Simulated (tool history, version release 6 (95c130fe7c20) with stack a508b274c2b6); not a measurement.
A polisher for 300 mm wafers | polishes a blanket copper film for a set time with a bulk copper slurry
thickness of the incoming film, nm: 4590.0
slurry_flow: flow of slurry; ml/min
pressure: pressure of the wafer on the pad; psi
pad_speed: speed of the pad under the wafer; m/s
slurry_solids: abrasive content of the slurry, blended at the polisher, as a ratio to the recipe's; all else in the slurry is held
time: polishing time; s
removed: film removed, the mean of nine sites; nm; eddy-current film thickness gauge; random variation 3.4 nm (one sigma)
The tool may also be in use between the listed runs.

run 1 hour=0.0 | slurry_flow=135 pressure=2.4 pad_speed=1.08 slurry_solids=1.0 time=93 | removed=691.52
run 2 hour=8.5 | slurry_flow=130 pressure=2.3 pad_speed=1.08 slurry_solids=1.0 time=93 | removed=654.19
run 3 hour=12.8 | slurry_flow=125 pressure=2.2 pad_speed=1.08 slurry_solids=1.0 time=93 | removed=625.36
run 4 hour=20.6 | slurry_flow=120 pressure=2.1 pad_speed=1.08 slurry_solids=1.0 time=93 | removed=584.89
run 5 hour=29.6 | slurry_flow=120 pressure=2.1 pad_speed=1.32 slurry_solids=1.0 time=93 | removed=678.44
run 6 hour=31.2 | slurry_flow=115 pressure=2.0 pad_speed=1.32 slurry_solids=1.0 time=93 | removed=647.13
run 7 hour=36.2 | slurry_flow=110 pressure=1.9 pad_speed=1.32 slurry_solids=1.0 time=93 | removed=610.24
run 8 hour=40.0 | slurry_flow=90 pressure=1.6 pad_speed=1.32 slurry_solids=1.0 time=93 | removed=489.99

Forecast run 9:
run 9 hour=48.4 | slurry_flow=95 pressure=1.6 pad_speed=1.32 slurry_solids=1.0 time=93 | removed=?

{"run 9": {"removed": 497.27}}
